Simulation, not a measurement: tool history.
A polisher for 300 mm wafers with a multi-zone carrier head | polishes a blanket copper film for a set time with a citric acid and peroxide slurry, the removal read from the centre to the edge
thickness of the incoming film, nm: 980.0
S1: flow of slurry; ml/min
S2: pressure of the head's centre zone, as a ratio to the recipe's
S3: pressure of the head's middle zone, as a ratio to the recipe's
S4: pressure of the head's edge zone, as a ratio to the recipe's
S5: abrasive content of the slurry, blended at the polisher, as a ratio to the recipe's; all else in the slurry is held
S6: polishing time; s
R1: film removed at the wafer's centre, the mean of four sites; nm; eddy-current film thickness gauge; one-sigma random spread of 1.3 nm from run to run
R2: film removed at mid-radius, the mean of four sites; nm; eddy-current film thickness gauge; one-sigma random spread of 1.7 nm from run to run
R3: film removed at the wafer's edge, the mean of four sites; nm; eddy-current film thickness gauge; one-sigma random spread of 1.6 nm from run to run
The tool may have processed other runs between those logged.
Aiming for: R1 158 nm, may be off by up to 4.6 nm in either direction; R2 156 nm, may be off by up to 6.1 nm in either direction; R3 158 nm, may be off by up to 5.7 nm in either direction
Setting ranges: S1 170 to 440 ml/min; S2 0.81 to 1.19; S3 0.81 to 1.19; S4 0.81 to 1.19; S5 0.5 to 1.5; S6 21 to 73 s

run	hour	S1	S2	S3	S4	S5	S6	R1	R2	R3
1	0	280	1	1	1	1	47	115.57	113.8	115.76
2	2.3	280	1	1	1	1	40	98.534	96.583	97.678
3	3.4	280	0.95	1	1	1	40	94.716	97.547	99.855
4	10.7	285	0.97	1.01	1.02	1.1	42	103.02	104.5	107.75
5	12.8	290	0.99	1.03	1.04	1.15	44	112.21	115.13	116.35
6	13.4	290	0.94	1.03	1.04	1.15	44	108.49	112.26	114.16
# hour 20.8: slurry nozzle cleaned
7	20.8	295	0.96	1.04	1.06	1.2	45	115.75	119.49	123.56
8	24.2	305	0.99	1.06	1.08	1.25	45	120.1	124.71	126.53
9	31.5	310	1.01	1.07	1.1	1.3	45	123.17	126.28	129.53
10	36.4	315	1.03	1.08	1.11	1.35	46	129.89	132.72	133.73
11	44.4	320	1.04	1.08	1.12	1.35	47	134.27	135.33	138.55
12	51.6	325	1.05	1.09	1.13	1.35	47	135.29	134.23	137.18

Which of these 4 next moves meets every target?
A	58.8	300	0.81	1.19	1.12	1.5	45	?	?	?
B	58.8	325	1	1.04	1.19	1.35	57	?	?	?
C	58.8	370	1.18	0.91	1.19	1.1	51	?	?	?
D	58.8	395	1.01	1.02	1.04	1.45	55	?	?	?

move	R1	R2	R3
A	106.94	142.5	132.93
B	156.97	158	170.54
C	154.74	121.77	146.68
D	157.42	154.53	157.81
A: its largest miss is bigger than the last run's
B: the worst result of the last run now meets its target, but another is out of spec
C: the worst result of the last run now meets its target, but another is out of spec
D: meets every target
Correct choice: D, which meets every target

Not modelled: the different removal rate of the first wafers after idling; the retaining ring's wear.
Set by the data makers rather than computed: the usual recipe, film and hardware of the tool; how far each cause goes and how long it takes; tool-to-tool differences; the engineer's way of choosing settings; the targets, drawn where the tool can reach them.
